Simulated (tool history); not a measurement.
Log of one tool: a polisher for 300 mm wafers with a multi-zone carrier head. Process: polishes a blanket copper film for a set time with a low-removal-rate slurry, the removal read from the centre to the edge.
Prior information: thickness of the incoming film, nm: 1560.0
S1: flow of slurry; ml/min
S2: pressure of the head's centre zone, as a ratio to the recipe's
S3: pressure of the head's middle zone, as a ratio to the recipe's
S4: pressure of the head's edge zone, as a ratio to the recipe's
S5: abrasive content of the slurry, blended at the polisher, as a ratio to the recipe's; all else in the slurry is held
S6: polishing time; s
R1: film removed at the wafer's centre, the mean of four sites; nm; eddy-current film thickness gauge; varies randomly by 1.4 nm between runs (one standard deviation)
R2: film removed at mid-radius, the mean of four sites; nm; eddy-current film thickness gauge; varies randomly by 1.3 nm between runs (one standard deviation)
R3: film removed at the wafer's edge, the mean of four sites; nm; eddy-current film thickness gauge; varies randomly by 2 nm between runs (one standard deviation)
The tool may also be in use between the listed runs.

run  hour   S1    S2    S3    S4    S5  S6      R1      R2      R3
  1     0  260     1     1     1     1  82  240.87  240.05  246.27
  2   1.9  260     1  1.05     1     1  82  236.95  249.12  243.34
  3   3.8  260     1  1.05     1     1  89  256.36   268.3  267.12
  4  10.6  250  0.98  1.01     1   0.9  85  236.27  242.85  248.42
  5  15.5  250  0.98  1.01     1  1.05  85  243.95  250.86  258.82
  6  20.9  250  1.03  1.01     1  1.05  85  255.58  254.51     257
  7  23.2  245  0.99  0.98  0.99  0.95  82  234.94  231.27  244.01
  8  28.2  240  0.96  0.96  0.98  0.85  79  213.25   214.6  226.06
  9  30.1  235  0.94  0.93  0.98   0.8  77   198.5  199.15  215.44

Run 10, settings as shown, results not yet in. Your forecast:
 10  34.4  195  0.86  0.83  0.93  0.55  74   ?   ?   ?

For run 10 the tool returned R1 166.23 nm, R2 163.57 nm, R3 190.37 nm.
